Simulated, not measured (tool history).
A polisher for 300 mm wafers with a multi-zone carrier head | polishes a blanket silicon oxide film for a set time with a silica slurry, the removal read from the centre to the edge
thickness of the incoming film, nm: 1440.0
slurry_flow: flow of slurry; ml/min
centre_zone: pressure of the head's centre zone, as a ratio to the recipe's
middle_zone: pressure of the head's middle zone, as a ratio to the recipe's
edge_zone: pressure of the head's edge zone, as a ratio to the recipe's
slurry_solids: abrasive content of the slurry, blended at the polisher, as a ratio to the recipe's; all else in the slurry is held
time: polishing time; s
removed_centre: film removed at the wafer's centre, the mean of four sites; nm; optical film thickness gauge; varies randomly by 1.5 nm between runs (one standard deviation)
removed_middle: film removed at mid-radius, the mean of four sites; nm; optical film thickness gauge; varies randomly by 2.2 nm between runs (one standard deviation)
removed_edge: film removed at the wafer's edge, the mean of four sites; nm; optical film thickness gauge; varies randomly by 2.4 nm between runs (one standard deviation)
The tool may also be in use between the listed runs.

{"run": 1, "hour": 0.0, "slurry_flow": 280, "centre_zone": 1.0, "middle_zone": 1.0, "edge_zone": 1.0, "slurry_solids": 1.0, "time": 55, "removed_centre": 236.47, "removed_middle": 240.23, "removed_edge": 233.66}
{"run": 2, "hour": 1.6, "slurry_flow": 280, "centre_zone": 1.0, "middle_zone": 1.0, "edge_zone": 1.0, "slurry_solids": 1.0, "time": 44, "removed_centre": 186.45, "removed_middle": 192.47, "removed_edge": 186.9}
{"run": 3, "hour": 2.3, "slurry_flow": 275, "centre_zone": 1.0, "middle_zone": 1.0, "edge_zone": 0.99, "slurry_solids": 1.0, "time": 44, "removed_centre": 188.47, "removed_middle": 187.93, "removed_edge": 186.49}
{"run": 4, "hour": 7.5, "slurry_flow": 275, "centre_zone": 1.07, "middle_zone": 1.0, "edge_zone": 0.99, "slurry_solids": 1.0, "time": 44, "removed_centre": 198.5, "removed_middle": 185.52, "removed_edge": 186.28}
{"run": 5, "hour": 9.3, "slurry_flow": 230, "centre_zone": 1.07, "middle_zone": 1.0, "edge_zone": 0.99, "slurry_solids": 1.0, "time": 44, "removed_centre": 191.42, "removed_middle": 184.57, "removed_edge": 182.5}
{"run": 6, "hour": 17.2, "slurry_flow": 225, "centre_zone": 1.06, "middle_zone": 1.01, "edge_zone": 0.98, "slurry_solids": 1.0, "time": 44, "removed_centre": 189.34, "removed_middle": 187.31, "removed_edge": 181.92}
{"run": 7, "hour": 24.2, "slurry_flow": 220, "centre_zone": 1.05, "middle_zone": 1.01, "edge_zone": 0.97, "slurry_solids": 1.0, "time": 44, "removed_centre": 191.12, "removed_middle": 183.1, "removed_edge": 180.34}

Estimate the outcome of run 8 from the log above:
{"run": 8, "hour": 31.0, "slurry_flow": 215, "centre_zone": 1.04, "middle_zone": 1.02, "edge_zone": 0.97, "slurry_solids": 1.0, "time": 44, "removed_centre": "?", "removed_middle": "?", "removed_edge": "?"}

Run 8 gave removed_centre 186.32 nm, removed_middle 186.46 nm, removed_edge 180.89 nm.

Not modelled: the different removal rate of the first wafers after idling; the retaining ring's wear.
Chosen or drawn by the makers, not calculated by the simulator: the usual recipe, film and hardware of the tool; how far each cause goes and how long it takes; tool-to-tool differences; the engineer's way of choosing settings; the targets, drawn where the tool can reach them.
